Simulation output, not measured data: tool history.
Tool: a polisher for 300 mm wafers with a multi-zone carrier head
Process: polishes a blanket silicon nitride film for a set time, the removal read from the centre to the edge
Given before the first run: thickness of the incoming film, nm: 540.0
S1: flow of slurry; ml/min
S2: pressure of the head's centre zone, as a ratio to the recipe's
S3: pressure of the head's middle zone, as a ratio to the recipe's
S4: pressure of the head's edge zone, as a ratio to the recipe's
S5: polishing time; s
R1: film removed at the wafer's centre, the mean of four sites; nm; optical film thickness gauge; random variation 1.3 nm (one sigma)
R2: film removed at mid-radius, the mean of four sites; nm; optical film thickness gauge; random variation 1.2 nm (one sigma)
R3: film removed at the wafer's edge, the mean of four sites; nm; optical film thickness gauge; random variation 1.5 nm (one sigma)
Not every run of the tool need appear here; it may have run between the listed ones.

run 1 hour=0 | S1=155 S2=1 S3=1 S4=1 S5=82 | R1=199.31 R2=199.64 R3=194.32
run 2 hour=2.9 | S1=155 S2=1 S3=1.08 S4=1 S5=82 | R1=191.8 R2=210.16 R3=191.58
run 3 hour=7.7 | S1=150 S2=0.99 S3=1.05 S4=1 S5=74 | R1=174.64 R2=182.7 R3=174.18
run 4 hour=10.9 | S1=145 S2=0.97 S3=1.04 S4=0.99 S5=68 | R1=154.19 R2=165.78 R3=154.26
run 5 hour=13.5 | S1=145 S2=0.97 S3=1.04 S4=0.92 S5=68 | R1=156.92 R2=164.98 R3=152.34
run 6 hour=16.2 | S1=170 S2=0.97 S3=1.04 S4=0.92 S5=68 | R1=159.14 R2=168.04 R3=156.44
run 7 hour=20.8 | S1=170 S2=0.97 S3=1.04 S4=0.92 S5=68 | R1=160.19 R2=169.78 R3=153.96
run 8 hour=24.9 | S1=165 S2=0.95 S3=1.01 S4=0.92 S5=64 | R1=146.42 R2=155.79 R3=143.11
run 9 hour=29.1 | S1=155 S2=0.94 S3=0.98 S4=0.95 S5=61 | R1=138.25 R2=143.68 R3=142.7
run 10 hour=33.5 | S1=140 S2=0.9 S3=0.88 S4=0.86 S5=38 | R1=79.188 R2=79.463 R3=83.589
run 11 hour=39.1 | S1=150 S2=0.91 S3=0.89 S4=0.89 S5=38 | R1=81.298 R2=82.122 R3=83.436
run 12 hour=42.9 | S1=140 S2=0.92 S3=0.9 S4=0.92 S5=40 | R1=87.25 R2=87.149 R3=89.048
run 13 hour=50 | S1=145 S2=0.92 S3=0.9 S4=0.96 S5=41 | R1=88.219 R2=88.46 R3=93.562

Run 14 comes next. What will it give?
-- hour=54.5 worn pad replaced by a new one
run 14 hour=54.5 | S1=155 S2=0.93 S3=0.9 S4=0.98 S5=41 | R1=? R2=? R3=?

{"run 14": {"R1": 99.906, "R2": 97.067, "R3": 104.76}}
